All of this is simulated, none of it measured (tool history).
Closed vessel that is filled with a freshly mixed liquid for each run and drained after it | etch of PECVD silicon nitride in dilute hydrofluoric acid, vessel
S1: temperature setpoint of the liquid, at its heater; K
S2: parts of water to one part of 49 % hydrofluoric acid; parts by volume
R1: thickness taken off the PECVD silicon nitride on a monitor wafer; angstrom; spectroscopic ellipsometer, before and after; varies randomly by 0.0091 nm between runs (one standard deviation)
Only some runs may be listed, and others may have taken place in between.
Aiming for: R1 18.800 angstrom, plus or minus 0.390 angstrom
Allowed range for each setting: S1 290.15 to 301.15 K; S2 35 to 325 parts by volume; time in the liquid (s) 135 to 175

Run 1, hour 0.0: S1 293.15 K, S2 180 parts by volume, time in the liquid (s) 175. Result: R1 28.857 angstrom.
Run 2, hour 6.0: S1 293.15 K, S2 225 parts by volume, time in the liquid (s) 175. Result: R1 23.207 angstrom.
Run 3, hour 15.2: S1 294.65 K, S2 225 parts by volume, time in the liquid (s) 175. Result: R1 25.703 angstrom.
Run 4, hour 20.9: S1 292.65 K, S2 225 parts by volume, time in the liquid (s) 175. Result: R1 22.555 angstrom.
Run 5, hour 27.5: S1 292.15 K, S2 225 parts by volume, time in the liquid (s) 175. Result: R1 21.948 angstrom.
Run 6, hour 36.7: S1 292.15 K, S2 160 parts by volume, time in the liquid (s) 175. Result: R1 30.364 angstrom.
Run 7, hour 39.6: S1 291.65 K, S2 170 parts by volume, time in the liquid (s) 175. Result: R1 27.614 angstrom.
Run 8, hour 44.6: S1 291.65 K, S2 180 parts by volume, time in the liquid (s) 175. Result: R1 26.167 angstrom.
Run 9, hour 46.9: S1 291.65 K, S2 185 parts by volume, time in the liquid (s) 175. Result: R1 25.576 angstrom.

Of the 5 settings listed for the next run, only one would bring every result within its allowed miss of target. Which one?
Run A, hour 49.2: S1 292.15 K, S2 205 parts by volume, time in the liquid (s) 145. Result: R1 ?.
Run B, hour 49.2: S1 291.15 K, S2 185 parts by volume, time in the liquid (s) 140. Result: R1 ?.
Run C, hour 49.2: S1 291.15 K, S2 200 parts by volume, time in the liquid (s) 145. Result: R1 ?.
Run D, hour 49.2: S1 291.15 K, S2 215 parts by volume, time in the liquid (s) 170. Result: R1 ?.
Run E, hour 49.2: S1 290.15 K, S2 155 parts by volume, time in the liquid (s) 135. Result: R1 ?.

move      R1
   A  19.887
   B  19.834
   C  19.057
   D  20.841
   E  21.192
A: an improvement on the last run, though not all results are within tolerance
B: an improvement on the last run, though not all results are within tolerance
C: all results in spec
D: an improvement on the last run, though not all results are within tolerance
E: an improvement on the last run, though not all results are within tolerance
So the answer is move C, the one that meets all the targets.

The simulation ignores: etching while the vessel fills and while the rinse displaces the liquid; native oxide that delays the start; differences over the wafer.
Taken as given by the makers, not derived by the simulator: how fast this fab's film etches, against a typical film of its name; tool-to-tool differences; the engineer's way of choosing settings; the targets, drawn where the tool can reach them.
